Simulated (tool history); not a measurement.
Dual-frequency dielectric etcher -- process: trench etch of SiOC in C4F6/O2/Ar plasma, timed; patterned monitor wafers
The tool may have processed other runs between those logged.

run    day  source power (W)  bias power (W)  etch time (s)  mean etch depth across the wafer (Å)
  1  0.000               380             143            8.5                                153.57
  2  0.162               340             143            8.5                                144.53
  3  0.429               360             145            8.5                                149.87
  4  0.508               380             147            8.5                                156.55
  5  0.862               390             148            8.5                                157.85
  6  1.096               400             149            8.5                                161.29
  7  1.142               410             150            8.5                                165.06
  8  1.258               420             151            8.5                                167.84
  9  1.358               430             151            8.5                                168.11

Run 10 comes next. What will it give?
 10  1.733               440             152            8.5                                     ?

Run 10 produced mean etch depth across the wafer (Å) 170.31.
